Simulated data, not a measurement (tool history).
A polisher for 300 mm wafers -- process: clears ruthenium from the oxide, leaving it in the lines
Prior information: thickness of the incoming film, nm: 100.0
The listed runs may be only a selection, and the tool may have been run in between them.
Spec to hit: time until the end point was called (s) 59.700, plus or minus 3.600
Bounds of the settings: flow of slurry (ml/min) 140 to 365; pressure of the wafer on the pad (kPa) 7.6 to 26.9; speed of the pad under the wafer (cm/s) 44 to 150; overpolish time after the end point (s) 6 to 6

run	hour	flow of slurry (ml/min)	pressure of the wafer on the pad (kPa)	speed of the pad under the wafer (cm/s)	overpolish time after the end point (s)	time until the end point was called (s)
1	0.0	235	17.2	96	6	85.920
2	8.0	235	17.2	96	6	86.929
3	11.0	235	18.6	98	6	80.661
4	18.4	235	18.6	86	6	90.198
5	26.0	235	20.7	88	6	77.759
6	34.9	235	20.7	88	6	81.354
7	41.8	235	22.1	90	6	75.165
8	42.4	235	23.4	92	6	70.759
9	48.1	235	24.1	94	6	68.999

Exercise: of the 5 proposed moves below, exactly one satisfies all targets within the stated allowed misses. Which move is it?
A	53.8	300	22.1	86	6	?
B	53.8	230	24.8	82	6	?
C	53.8	250	25.5	100	6	?
D	53.8	210	23.4	80	6	?
E	53.8	140	22.1	98	6	?

move	time until the end point was called (s)
A	76.140
B	73.724
C	58.742
D	80.498
E	75.062
A: its largest miss is bigger than the last run's
B: its largest miss is bigger than the last run's
C: all results in spec
D: its largest miss is bigger than the last run's
E: its largest miss is bigger than the last run's
Move C is the one to make.
